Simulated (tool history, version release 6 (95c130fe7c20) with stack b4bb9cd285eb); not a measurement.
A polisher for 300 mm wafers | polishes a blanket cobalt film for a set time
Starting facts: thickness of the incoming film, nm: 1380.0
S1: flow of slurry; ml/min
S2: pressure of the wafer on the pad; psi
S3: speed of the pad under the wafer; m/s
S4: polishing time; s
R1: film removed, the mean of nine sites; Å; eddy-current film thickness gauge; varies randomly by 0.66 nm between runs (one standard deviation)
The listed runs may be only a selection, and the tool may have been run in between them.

{"run": 1, "hour": 0.0, "S1": 155, "S2": 2, "S3": 1.04, "S4": 29, "R1": 1348.5}
{"run": 2, "hour": 8.6, "S1": 175, "S2": 2, "S3": 1.04, "S4": 29, "R1": 1369.5}
{"run": 3, "hour": 17.2, "S1": 135, "S2": 2, "S3": 1.04, "S4": 29, "R1": 1323.5}
{"run": 4, "hour": 26.0, "S1": 135, "S2": 2.3, "S3": 1.04, "S4": 29, "R1": 1528}
{"run": 5, "hour": 32.9, "S1": 135, "S2": 1.9, "S3": 0.98, "S4": 29, "R1": 1221.8}
{"run": 6, "hour": 41.7, "S1": 135, "S2": 1.9, "S3": 0.98, "S4": 29, "R1": 1220.8}
{"run": 7, "hour": 46.8, "S1": 125, "S2": 1.3, "S3": 0.82, "S4": 29, "R1": 712.24}

Expected results for the next run?
{"hour": 49.0, "done": "worn pad replaced by a new one"}
{"run": 8, "hour": 49.0, "S1": 125, "S2": 1.2, "S3": 0.82, "S4": 29, "R1": "?"}

Run 8 came out at R1 711.79 Å.

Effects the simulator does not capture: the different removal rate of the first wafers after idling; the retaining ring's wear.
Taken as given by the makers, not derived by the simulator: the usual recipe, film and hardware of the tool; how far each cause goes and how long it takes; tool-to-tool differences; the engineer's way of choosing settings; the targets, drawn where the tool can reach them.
